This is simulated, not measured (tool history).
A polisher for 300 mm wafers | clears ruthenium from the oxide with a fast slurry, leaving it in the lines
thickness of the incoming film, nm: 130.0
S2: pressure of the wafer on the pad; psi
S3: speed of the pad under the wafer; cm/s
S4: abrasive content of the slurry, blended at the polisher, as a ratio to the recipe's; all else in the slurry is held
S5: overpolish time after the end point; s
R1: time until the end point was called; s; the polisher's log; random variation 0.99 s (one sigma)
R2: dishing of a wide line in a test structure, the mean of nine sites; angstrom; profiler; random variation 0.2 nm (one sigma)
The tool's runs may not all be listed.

Run 1, hour 0.0: flow of slurry (ml/min) 245, S2 2.7 psi, S3 80 cm/s, S4 1.00, S5 14 s. Result: R1 49.281 s, R2 344.05 angstrom.
Run 2, hour 8.6: flow of slurry (ml/min) 245, S2 2.2 psi, S3 80 cm/s, S4 1.00, S5 14 s. Result: R1 59.774 s, R2 271.12 angstrom.
Run 3, hour 13.5: flow of slurry (ml/min) 245, S2 2.1 psi, S3 80 cm/s, S4 1.00, S5 13 s. Result: R1 63.083 s, R2 256.51 angstrom.
Run 4, hour 20.2: flow of slurry (ml/min) 245, S2 1.7 psi, S3 80 cm/s, S4 1.00, S5 13 s. Result: R1 78.938 s, R2 219.21 angstrom.
Run 5, hour 28.0: flow of slurry (ml/min) 245, S2 1.7 psi, S3 78 cm/s, S4 1.00, S5 12 s. Result: R1 79.883 s, R2 197.69 angstrom.
Run 6, hour 36.9: flow of slurry (ml/min) 245, S2 1.7 psi, S3 76 cm/s, S4 1.05, S5 11 s. Result: R1 77.733 s, R2 174.07 angstrom.

The next listed run, before its measurement:
Run 7, hour 40.6: flow of slurry (ml/min) 245, S2 1.7 psi, S3 76 cm/s, S4 1.10, S5 10 s. Result: R1 ?, R2 ?.

Run 7 gave R1 78.700 s, R2 171.47 angstrom.

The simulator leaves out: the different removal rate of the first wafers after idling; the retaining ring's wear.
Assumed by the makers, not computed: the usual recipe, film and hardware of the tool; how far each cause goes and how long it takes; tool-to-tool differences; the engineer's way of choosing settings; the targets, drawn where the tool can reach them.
